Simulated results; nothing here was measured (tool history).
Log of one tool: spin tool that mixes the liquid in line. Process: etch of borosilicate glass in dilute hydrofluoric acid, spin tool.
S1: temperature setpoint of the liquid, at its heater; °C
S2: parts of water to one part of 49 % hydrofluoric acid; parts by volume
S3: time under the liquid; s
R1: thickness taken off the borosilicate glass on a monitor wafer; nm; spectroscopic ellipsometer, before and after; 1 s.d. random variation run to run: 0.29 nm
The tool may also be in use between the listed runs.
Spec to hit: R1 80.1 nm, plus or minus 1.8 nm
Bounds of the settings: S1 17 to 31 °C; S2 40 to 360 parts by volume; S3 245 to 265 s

{"run": 1, "hour": 0.0, "S1": 23, "S2": 200, "S3": 245, "R1": 32.536}
{"run": 2, "hour": 2.4, "S1": 23, "S2": 265, "S3": 245, "R1": 22.917}
{"run": 3, "hour": 4.1, "S1": 23, "S2": 240, "S3": 245, "R1": 25.838}
{"run": 4, "hour": 8.6, "S1": 23, "S2": 240, "S3": 245, "R1": 25.921}
{"run": 5, "hour": 14.9, "S1": 23, "S2": 240, "S3": 265, "R1": 28.069}
{"run": 6, "hour": 17.8, "S1": 23, "S2": 280, "S3": 265, "R1": 23.06}
{"run": 7, "hour": 25.1, "S1": 27, "S2": 200, "S3": 265, "R1": 40.279}
{"run": 8, "hour": 31.5, "S1": 31, "S2": 120, "S3": 265, "R1": 86.529}
{"run": 9, "hour": 33.5, "S1": 30.5, "S2": 120, "S3": 265, "R1": 84.454}
{"run": 10, "hour": 36.2, "S1": 30, "S2": 120, "S3": 265, "R1": 83.558}

Which of these 4 next moves meets every target?
{"run": "A", "hour": 38.9, "S1": 31, "S2": 115, "S3": 255, "R1": "?"}
{"run": "B", "hour": 38.9, "S1": 31, "S2": 125, "S3": 260, "R1": "?"}
{"run": "C", "hour": 38.9, "S1": 31, "S2": 115, "S3": 260, "R1": "?"}
{"run": "D", "hour": 38.9, "S1": 29.5, "S2": 115, "S3": 265, "R1": "?"}

move=A R1=88.105
move=B R1=81.497
move=C R1=89.833
move=D R1=86.628
A: lands further from the targets than the last run did
B: in spec on every target
C: lands further from the targets than the last run did
D: lands further from the targets than the last run did
The move that meets every target is B.
